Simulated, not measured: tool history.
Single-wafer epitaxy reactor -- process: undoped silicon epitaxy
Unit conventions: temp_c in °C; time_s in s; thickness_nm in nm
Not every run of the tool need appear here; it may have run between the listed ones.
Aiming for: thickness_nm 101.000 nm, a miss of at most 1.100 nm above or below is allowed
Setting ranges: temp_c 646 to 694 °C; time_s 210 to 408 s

run	day	temp_c	time_s	thickness_nm
1	0.000	670	309	80.386
2	0.092	670	350	91.251
3	0.212	670	379	98.535
4	0.275	670	355	92.669
5	0.425	671	355	95.018
6	0.558	681	355	119.620
7	0.888	680	355	116.940
8	1.050	672	355	96.949
9	1.088	673	355	99.615

5 next moves are on the table. One of them brings every result within its allowed miss. Which?
A	1.125	673	360	?
B	1.125	675	353	?
C	1.125	672	357	?
D	1.125	675	355	?
E	1.125	672	356	?

move	thickness_nm
A	100.450
B	103.250
C	97.281
D	103.830
E	97.008
A: all results in spec
B: takes the biggest miss from the last run beyond its target
C: misses by more than the last run did
D: takes the biggest miss from the last run beyond its target
E: misses by more than the last run did
Correct choice: A, which meets every target
